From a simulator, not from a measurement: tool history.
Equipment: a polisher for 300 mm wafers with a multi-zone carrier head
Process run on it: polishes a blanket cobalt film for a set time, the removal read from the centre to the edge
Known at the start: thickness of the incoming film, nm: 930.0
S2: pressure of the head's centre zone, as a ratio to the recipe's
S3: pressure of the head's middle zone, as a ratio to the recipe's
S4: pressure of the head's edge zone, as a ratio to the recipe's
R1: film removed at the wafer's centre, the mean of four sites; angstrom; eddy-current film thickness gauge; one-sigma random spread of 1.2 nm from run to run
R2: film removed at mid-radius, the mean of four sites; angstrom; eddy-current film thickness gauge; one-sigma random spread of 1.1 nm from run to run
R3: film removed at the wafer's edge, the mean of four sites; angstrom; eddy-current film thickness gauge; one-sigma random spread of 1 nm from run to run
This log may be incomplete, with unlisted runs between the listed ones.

run 1 day=0 | flow_of_slurry_(ml/min)=175 S2=1 S3=1 S4=1 polishing_time_(s)=65 | R1=1513.7 R2=1530.4 R3=1516.9
run 2 day=0.267 | flow_of_slurry_(ml/min)=175 S2=1 S3=1 S4=1.03 polishing_time_(s)=65 | R1=1505.3 R2=1489.2 R3=1538.1
run 3 day=0.346 | flow_of_slurry_(ml/min)=170 S2=1 S3=0.97 S4=1.03 polishing_time_(s)=58 | R1=1351.7 R2=1282.8 R3=1386.5
run 4 day=0.675 | flow_of_slurry_(ml/min)=165 S2=0.99 S3=0.95 S4=1.01 polishing_time_(s)=53 | R1=1207.6 R2=1151.5 R3=1226.8
run 5 day=0.958 | flow_of_slurry_(ml/min)=165 S2=0.99 S3=0.95 S4=1.01 polishing_time_(s)=70 | R1=1606.9 R2=1526 R3=1623.1
run 6 day=1.192 | flow_of_slurry_(ml/min)=165 S2=1.03 S3=0.95 S4=1.01 polishing_time_(s)=70 | R1=1694.6 R2=1507.8 R3=1643.8
run 7 day=1.221 | flow_of_slurry_(ml/min)=155 S2=1.01 S3=0.92 S4=1 polishing_time_(s)=63 | R1=1446.4 R2=1358.6 R3=1466.8

Predict the results of run 8:
run 8 day=1.325 | flow_of_slurry_(ml/min)=160 S2=1.01 S3=0.91 S4=1.01 polishing_time_(s)=56 | R1=? R2=? R3=?

{"run 8": {"R1": 1291.8, "R2": 1176.8, "R3": 1312.5}}
